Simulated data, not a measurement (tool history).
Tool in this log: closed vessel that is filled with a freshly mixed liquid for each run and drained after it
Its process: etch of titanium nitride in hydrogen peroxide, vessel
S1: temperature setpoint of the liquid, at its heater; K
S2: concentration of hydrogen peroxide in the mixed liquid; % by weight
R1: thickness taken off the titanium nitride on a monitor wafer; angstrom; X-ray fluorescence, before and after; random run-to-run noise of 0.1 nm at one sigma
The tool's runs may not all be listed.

{"run": 1, "hour": 0.0, "S1": 327.15, "S2": 23.5, "time in the liquid (s)": 150, "R1": 52.398}
{"run": 2, "hour": 6.7, "S1": 328.65, "S2": 23.5, "time in the liquid (s)": 150, "R1": 57.846}
{"run": 3, "hour": 16.0, "S1": 330.15, "S2": 23.5, "time in the liquid (s)": 150, "R1": 64.513}
{"run": 4, "hour": 18.0, "S1": 331.65, "S2": 23.5, "time in the liquid (s)": 150, "R1": 70.714}
{"run": 5, "hour": 25.8, "S1": 332.65, "S2": 23.5, "time in the liquid (s)": 150, "R1": 76.535}
{"run": 6, "hour": 29.3, "S1": 333.65, "S2": 23.5, "time in the liquid (s)": 150, "R1": 83.158}

What will run 7 give?
{"run": 7, "hour": 30.8, "S1": 334.15, "S2": 23.5, "time in the liquid (s)": 150, "R1": "?"}

Run 7 gave R1 85.806 angstrom.
